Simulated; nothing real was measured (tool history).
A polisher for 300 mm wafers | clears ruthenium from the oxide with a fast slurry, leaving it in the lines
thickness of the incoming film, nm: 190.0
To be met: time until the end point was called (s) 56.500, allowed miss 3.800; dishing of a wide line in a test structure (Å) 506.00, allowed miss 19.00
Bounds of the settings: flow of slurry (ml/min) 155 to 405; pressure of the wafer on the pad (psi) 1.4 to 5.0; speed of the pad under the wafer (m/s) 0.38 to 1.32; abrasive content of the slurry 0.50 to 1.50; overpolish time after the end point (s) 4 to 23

| run | hour | flow of slurry (ml/min) | pressure of the wafer on the pad (psi) | speed of the pad under the wafer (m/s) | abrasive content of the slurry | overpolish time after the end point (s) | time until the end point was called (s) | dishing of a wide line in a test structure (Å) |
|---|---|---|---|---|---|---|---|---|
| 1 | 0.0 | 260 | 3.2 | 0.84 | 1.00 | 12 | 53.146 | 344.66 |
| 2 | 3.3 | 260 | 3.2 | 0.84 | 1.20 | 12 | 51.024 | 370.90 |
| 3 | 8.7 | 260 | 3.2 | 0.84 | 1.10 | 12 | 52.559 | 352.11 |
| 4 | 15.7 | 260 | 2.6 | 0.84 | 1.10 | 12 | 62.395 | 292.40 |
| 5 | 23.7 | 260 | 2.7 | 0.82 | 1.20 | 14 | 60.541 | 358.09 |
| 6 | 26.4 | 260 | 3.1 | 0.82 | 1.20 | 14 | 53.426 | 402.43 |
| 7 | 28.0 | 255 | 2.9 | 0.82 | 1.20 | 18 | 54.115 | 462.93 |
| 8 | 31.5 | 255 | 2.8 | 0.82 | 1.25 | 19 | 57.389 | 478.99 |

Which of these 4 next moves meets every target?
| A | 35.0 | 265 | 2.9 | 0.80 | 1.30 | 22 | ? | ? |
| B | 35.0 | 295 | 3.1 | 0.84 | 1.25 | 20 | ? | ? |
| C | 35.0 | 230 | 2.7 | 0.80 | 1.50 | 20 | ? | ? |
| D | 35.0 | 295 | 2.4 | 1.16 | 1.30 | 16 | ? | ? |

| move | time until the end point was called (s) | dishing of a wide line in a test structure (Å) |
|---|---|---|
| A | 54.426 | 568.21 |
| B | 48.918 | 573.39 |
| C | 56.148 | 512.95 |
| D | 45.030 | 511.91 |
A: takes the result that was furthest off past its target
B: takes the result that was furthest off past its target
C: meets every target
D: brings the result that was furthest off to its target, and leaves another outside
Answer: C
